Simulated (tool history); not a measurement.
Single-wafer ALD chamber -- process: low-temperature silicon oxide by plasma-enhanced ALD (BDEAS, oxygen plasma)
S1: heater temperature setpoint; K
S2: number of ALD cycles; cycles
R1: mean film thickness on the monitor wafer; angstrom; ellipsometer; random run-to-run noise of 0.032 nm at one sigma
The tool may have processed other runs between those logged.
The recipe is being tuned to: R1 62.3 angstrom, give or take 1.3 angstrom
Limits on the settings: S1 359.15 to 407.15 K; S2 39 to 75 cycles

run	hour	S1	S2	R1
1	0	383.15	57	76.46
2	9.1	383.15	52	69.528
3	10.5	387.15	52	69.91
4	14.6	387.15	58	77.317
5	21.9	380.15	58	77.621
6	23.5	380.15	62	83.904
7	29.2	380.15	60	80.667
8	34.3	380.15	58	78.131
9	39	380.15	56	76.236

Which one of the following 4 next-run settings gets every result inside its allowed miss? There is exactly one.
A	43.7	388.15	44	?
B	43.7	384.15	46	?
C	43.7	385.15	44	?
D	43.7	370.15	66	?

move	R1
A	58.689
B	61.763
C	58.98
D	90.914
A: the result that was furthest off in the last run now lies on the other side of its target
B: all results in spec
C: the result that was furthest off in the last run now lies on the other side of its target
D: further off than the last run
The right move is B.

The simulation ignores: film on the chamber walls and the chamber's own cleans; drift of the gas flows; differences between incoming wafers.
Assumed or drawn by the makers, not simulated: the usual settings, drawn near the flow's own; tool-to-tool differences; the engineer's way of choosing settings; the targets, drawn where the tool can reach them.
